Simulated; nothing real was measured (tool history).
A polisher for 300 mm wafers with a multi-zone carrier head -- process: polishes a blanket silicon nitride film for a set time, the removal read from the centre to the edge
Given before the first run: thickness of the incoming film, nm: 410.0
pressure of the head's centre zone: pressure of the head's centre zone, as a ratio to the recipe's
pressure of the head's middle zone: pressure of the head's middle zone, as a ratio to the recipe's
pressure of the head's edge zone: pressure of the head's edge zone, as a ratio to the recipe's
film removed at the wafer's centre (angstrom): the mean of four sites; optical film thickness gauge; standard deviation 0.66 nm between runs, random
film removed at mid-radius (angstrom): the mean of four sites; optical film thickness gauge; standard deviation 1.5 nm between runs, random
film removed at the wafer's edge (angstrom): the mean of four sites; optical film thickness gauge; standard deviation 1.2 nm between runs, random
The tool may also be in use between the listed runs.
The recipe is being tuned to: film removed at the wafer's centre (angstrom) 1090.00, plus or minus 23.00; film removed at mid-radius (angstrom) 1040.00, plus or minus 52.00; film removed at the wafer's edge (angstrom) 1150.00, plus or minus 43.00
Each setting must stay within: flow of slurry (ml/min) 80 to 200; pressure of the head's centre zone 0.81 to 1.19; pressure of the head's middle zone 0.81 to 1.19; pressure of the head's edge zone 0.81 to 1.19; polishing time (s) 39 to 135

run  hour  flow of slurry (ml/min)  pressure of the head's centre zone  pressure of the head's middle zone  pressure of the head's edge zone  polishing time (s)  film removed at the wafer's centre (angstrom)  film removed at mid-radius (angstrom)  film removed at the wafer's edge (angstrom)
  1   0.0                      130                                1.00                                1.00                              1.00                  87                                         989.00                                 974.50                                       978.35
  2   7.0                      135                                1.00                                1.00                              1.02                  87                                        1002.60                                 975.33                                       986.33
  3  14.2                      115                                1.00                                1.00                              1.02                  87                                         953.59                                 952.41                                       956.28
  4  16.0                      115                                1.00                                1.00                              0.95                  87                                         955.51                                 938.11                                       951.20
  5  17.5                      120                                0.99                                0.99                              0.96                  89                                         988.01                                 981.11                                       983.14
  6  20.9                      125                                0.98                                0.97                              0.98                  90                                         994.23                                 966.49                                      1014.00
  7  21.8                      130                                0.97                                0.97                              0.99                  91                                        1008.10                                1004.80                                      1020.40
  8  30.6                      130                                0.97                                0.96                              1.00                  92                                        1016.80                                 997.29                                      1049.90
  9  32.8                      135                                0.97                                0.95                              1.01                  92                                        1020.20                                1002.20                                      1039.70

5 candidate next runs follow, results not yet known. Just one meets every target within its allowed miss. Identify it.
  A  35.0                      115                                0.95                                0.89                              1.00                 104                                              ?                                      ?                                            ?
  B  35.0                      115                                0.92                                0.88                              1.12                  97                                              ?                                      ?                                            ?
  C  35.0                      145                                0.95                                1.03                              1.02                  85                                              ?                                      ?                                            ?
  D  35.0                      105                                1.02                                0.81                              1.01                 109                                              ?                                      ?                                            ?
  E  35.0                      100                                0.98                                0.81                              1.04                 108                                              ?                                      ?                                            ?

move  film removed at the wafer's centre (angstrom)  film removed at mid-radius (angstrom)  film removed at the wafer's edge (angstrom)
   A                                        1086.60                                1045.40                                      1140.10
   B                                         981.12                                 967.11                                      1115.50
   C                                         947.27                                1006.50                                       975.54
   D                                        1186.30                                 997.24                                      1179.40
   E                                        1109.10                                 973.15                                      1170.50
A: each result inside its tolerance
B: the biggest miss grows against the last run
C: the biggest miss grows against the last run
D: moves the result that the last run missed by most past its target, out the other side
E: puts the biggest miss on target and leaves a different result outside tolerance
Go with A: it meets all targets.
